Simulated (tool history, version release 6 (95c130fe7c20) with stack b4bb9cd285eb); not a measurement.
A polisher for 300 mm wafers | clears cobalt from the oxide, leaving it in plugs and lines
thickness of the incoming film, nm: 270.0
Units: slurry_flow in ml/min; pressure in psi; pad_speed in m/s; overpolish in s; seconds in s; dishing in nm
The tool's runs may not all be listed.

run  hour  slurry_flow  pressure  pad_speed  overpolish  seconds  dishing
  1     0          255       1.7       1.02          14   63.904   26.794
  2   1.9          240       1.5       1.02          11   68.259   23.574
  3   5.2          295       1.5       1.02          11    67.85   24.192
  4  11.7          295       1.5       1.02           9   68.831   21.657
  5  12.6          295       1.5       1.02           6   67.083    16.82
  6  20.5          295       1.5       1.02          12   66.346   24.789
  7  21.7          295       1.6       0.92          10   71.176   22.261
  8  30.7          225       2.1       0.64           4   85.803   10.176
  9  31.4          225       2.1       0.64           4   83.928   10.254
 10  39.2          225       2.1       0.64          10   85.113   19.986
 11  44.2          210       2.1       0.64           9    84.97   18.626
 12  49.6          230       2.1       0.62           8   88.409   17.196
 13  52.6          210       2.1       0.62           8   89.087   17.378
 14  60.9          235       2.1       0.62           8   87.588   16.965
 15  63.5          220       2.1       0.62           8   88.643   17.266
 16    70          220       2.2       0.62           8    86.05   17.738
 17  77.2          215       2.2       0.64           8   82.624   17.878
 18  84.7          215       2.2       0.66           8   79.377   17.824
 19  93.1          215       2.1       0.68           7   79.686   16.339
 20  98.5          230       2.1       0.68           7   81.195   16.612

The next listed run, before its measurement:
 21  103.2          215       2.1       0.68           7        ?        ?

seconds: 80.528 s
dishing: 16.127 nm

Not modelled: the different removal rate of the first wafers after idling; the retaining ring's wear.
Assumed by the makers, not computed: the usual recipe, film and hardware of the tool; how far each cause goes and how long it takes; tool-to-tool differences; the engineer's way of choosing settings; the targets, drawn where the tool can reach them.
